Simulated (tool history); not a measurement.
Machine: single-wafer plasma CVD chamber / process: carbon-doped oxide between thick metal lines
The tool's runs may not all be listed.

run  hour  heater temperature setpoint (deg C)  chamber pressure (mTorr)  RF power (kW)  deposition time (s)  mean film thickness on the monitor wafer (Å)
  1   0.0                                  340                      5920          0.445                   65                                        3043.7
  2   3.4                                  340                      4880          0.445                   65                                        2961.3
  3   7.1                                  336                      5240          0.450                   65                                        3044.8
  4  14.3                                  336                      5240          0.450                   62                                        2899.1
  5  17.1                                  345                      5240          0.450                   62                                        2847.5
  6  25.0                                  345                      4620          0.450                   62                                        2789.7

Run 7 has not been measured yet. What should we expect?
  7  28.7                                  345                      4620          0.450                   62                                             ?

mean film thickness on the monitor wafer (Å): 2802.1
